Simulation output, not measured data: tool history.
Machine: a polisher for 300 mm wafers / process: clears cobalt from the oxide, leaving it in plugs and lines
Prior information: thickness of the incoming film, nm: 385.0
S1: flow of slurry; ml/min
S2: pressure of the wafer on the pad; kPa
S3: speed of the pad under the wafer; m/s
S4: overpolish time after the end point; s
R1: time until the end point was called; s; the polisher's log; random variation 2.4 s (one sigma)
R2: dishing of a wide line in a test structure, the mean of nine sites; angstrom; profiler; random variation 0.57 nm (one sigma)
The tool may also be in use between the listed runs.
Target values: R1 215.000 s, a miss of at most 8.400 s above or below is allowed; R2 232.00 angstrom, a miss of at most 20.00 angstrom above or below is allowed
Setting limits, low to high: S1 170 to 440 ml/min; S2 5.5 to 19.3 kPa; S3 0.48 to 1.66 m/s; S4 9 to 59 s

run	hour	S1	S2	S3	S4	R1	R2
1	0.0	280	12.4	1.06	30	96.965	236.92
2	8.2	280	11.7	1.04	30	105.560	231.57
3	9.5	280	11.0	1.02	33	111.430	246.31
4	15.1	280	11.0	1.18	33	98.025	246.31
5	22.7	280	10.3	1.14	31	110.130	242.75
6	29.2	280	7.6	1.14	31	148.670	230.55
7	31.9	280	7.6	1.12	32	148.080	233.27
8	38.1	270	5.5	0.84	31	263.780	203.29
9	39.3	270	5.5	0.84	34	267.950	208.34
10	40.0	275	5.5	0.84	36	266.960	211.05
11	48.5	310	8.3	0.86	50	173.990	235.14
12	56.9	305	8.3	0.86	51	175.310	242.14
13	59.3	300	8.3	0.86	51	173.520	233.28
14	66.6	300	5.5	0.84	51	261.780	238.28
15	73.9	305	5.5	0.84	50	257.650	223.00
16	75.1	305	6.2	0.84	51	236.390	226.71
17	82.1	305	7.6	0.84	56	191.190	246.48
18	87.2	305	7.6	0.84	55	195.860	242.10
19	91.7	305	7.6	0.84	54	196.420	244.50
20	94.7	305	7.6	0.84	53	193.150	251.58
21	96.1	305	7.6	0.84	52	191.000	240.79
22	103.2	300	7.6	0.84	51	196.040	243.43

5 candidate next runs follow, results not yet known. Just one meets every target within its allowed miss. Identify it.
A	110.3	335	9.0	0.64	49	?	?
B	110.3	435	7.6	0.82	17	?	?
C	110.3	440	9.0	0.70	38	?	?
D	110.3	440	6.2	0.88	22	?	?
E	110.3	430	9.7	0.70	18	?	?

move	R1	R2
A	211.010	234.89
B	192.800	179.93
C	190.510	229.99
D	217.960	191.42
E	177.670	190.90
A: hits every target within its allowed miss
B: its largest miss is bigger than the last run's
C: its largest miss is bigger than the last run's
D: gets the furthest-off result to its target, but another result is out of tolerance
E: its largest miss is bigger than the last run's
The right move is A.
